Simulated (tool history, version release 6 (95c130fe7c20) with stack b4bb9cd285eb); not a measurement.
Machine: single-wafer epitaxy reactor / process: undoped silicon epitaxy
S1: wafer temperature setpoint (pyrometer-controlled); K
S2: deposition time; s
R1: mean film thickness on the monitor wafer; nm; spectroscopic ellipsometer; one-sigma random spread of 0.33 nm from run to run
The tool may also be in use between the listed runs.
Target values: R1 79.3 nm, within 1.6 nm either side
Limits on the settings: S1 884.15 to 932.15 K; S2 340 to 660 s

Run 1, day 0: S1 908.15 K, S2 500 s. Result: R1 48.976 nm.
Run 2, day 0.05: S1 902.15 K, S2 500 s. Result: R1 42.237 nm.
Run 3, day 0.212: S1 902.15 K, S2 566 s. Result: R1 47.434 nm.
Run 4, day 0.375: S1 907.15 K, S2 566 s. Result: R1 54.373 nm.
Run 5, day 0.438: S1 909.15 K, S2 566 s. Result: R1 57.064 nm.
At day 0.758: pyrometer calibrated.
Run 6, day 0.758: S1 909.15 K, S2 598 s. Result: R1 64.79 nm.
Run 7, day 1.008: S1 910.15 K, S2 598 s. Result: R1 65.658 nm.
Run 8, day 1.221: S1 920.15 K, S2 600 s. Result: R1 85.387 nm.

Next run, 5 choices. One meets every target within its allowed miss, the rest don't. Which?
Run A, day 1.433: S1 919.15 K, S2 603 s. Result: R1 ?.
Run B, day 1.433: S1 921.15 K, S2 573 s. Result: R1 ?.
Run C, day 1.433: S1 915.15 K, S2 594 s. Result: R1 ?.
Run D, day 1.433: S1 914.15 K, S2 642 s. Result: R1 ?.
Run E, day 1.433: S1 918.15 K, S2 610 s. Result: R1 ?.

move      R1
   A  83.322
   B  83.221
   C  74.239
   D  78.237
   E  82.208
A: gains on the last run, yet a result remains outside its allowed miss
B: gains on the last run, yet a result remains outside its allowed miss
C: pushes the last run's worst result past its target
D: all results in spec
E: gains on the last run, yet a result remains outside its allowed miss
D is the move that brings every result within its allowed miss.
